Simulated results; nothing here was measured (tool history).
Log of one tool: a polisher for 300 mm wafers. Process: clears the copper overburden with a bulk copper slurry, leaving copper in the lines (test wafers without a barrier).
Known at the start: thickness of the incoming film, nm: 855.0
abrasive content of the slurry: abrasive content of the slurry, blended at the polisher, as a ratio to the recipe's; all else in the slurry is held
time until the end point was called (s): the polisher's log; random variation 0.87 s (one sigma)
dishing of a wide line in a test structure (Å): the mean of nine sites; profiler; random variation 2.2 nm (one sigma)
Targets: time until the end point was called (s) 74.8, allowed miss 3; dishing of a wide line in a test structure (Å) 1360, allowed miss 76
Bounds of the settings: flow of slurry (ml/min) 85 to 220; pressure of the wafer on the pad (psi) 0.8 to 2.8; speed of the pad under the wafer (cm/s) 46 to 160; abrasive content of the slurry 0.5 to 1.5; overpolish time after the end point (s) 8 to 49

| run | hour | flow of slurry (ml/min) | pressure of the wafer on the pad (psi) | speed of the pad under the wafer (cm/s) | abrasive content of the slurry | overpolish time after the end point (s) | time until the end point was called (s) | dishing of a wide line in a test structure (Å) |
|---|---|---|---|---|---|---|---|---|
| 1 | 0 | 140 | 1.8 | 102 | 1 | 25 | 123.94 | 886.56 |
| 2 | 6.4 | 140 | 1.9 | 102 | 1 | 25 | 120.76 | 917.14 |
| 3 | 8.7 | 140 | 2 | 102 | 1 | 25 | 114.71 | 930.23 |
| 4 | 9.4 | 140 | 2.1 | 102 | 1 | 25 | 108.11 | 997.11 |
| 5 | 12.9 | 140 | 2.2 | 102 | 1 | 25 | 103.87 | 1012.7 |
| 6 | 21.8 | 140 | 2.1 | 102 | 1 | 25 | 108.41 | 1001.7 |
| 7 | 23.1 | 160 | 2.6 | 104 | 1 | 29 | 84.311 | 1300.4 |
| 8 | 29.7 | 160 | 2.7 | 106 | 1 | 28 | 81.661 | 1317.9 |

Which of these 5 next moves meets every target?
| A | 36.3 | 185 | 2.3 | 144 | 1.15 | 28 | ? | ? |
| B | 36.3 | 165 | 2.8 | 108 | 1.05 | 35 | ? | ? |
| C | 36.3 | 155 | 2.8 | 118 | 0.75 | 29 | ? | ? |
| D | 36.3 | 135 | 2.8 | 104 | 0.9 | 26 | ? | ? |
| E | 36.3 | 160 | 2.8 | 106 | 0.6 | 32 | ? | ? |

| move | time until the end point was called (s) | dishing of a wide line in a test structure (Å) |
|---|---|---|
| A | 69.096 | 1311.7 |
| B | 75.573 | 1449.7 |
| C | 75.961 | 1342.2 |
| D | 83.233 | 1219.7 |
| E | 86.43 | 1324.1 |
A: takes the result that was furthest off past its target
B: brings the result that was furthest off to its target, and leaves another outside
C: meets every target
D: further off than the last run
E: further off than the last run
The right move is C.

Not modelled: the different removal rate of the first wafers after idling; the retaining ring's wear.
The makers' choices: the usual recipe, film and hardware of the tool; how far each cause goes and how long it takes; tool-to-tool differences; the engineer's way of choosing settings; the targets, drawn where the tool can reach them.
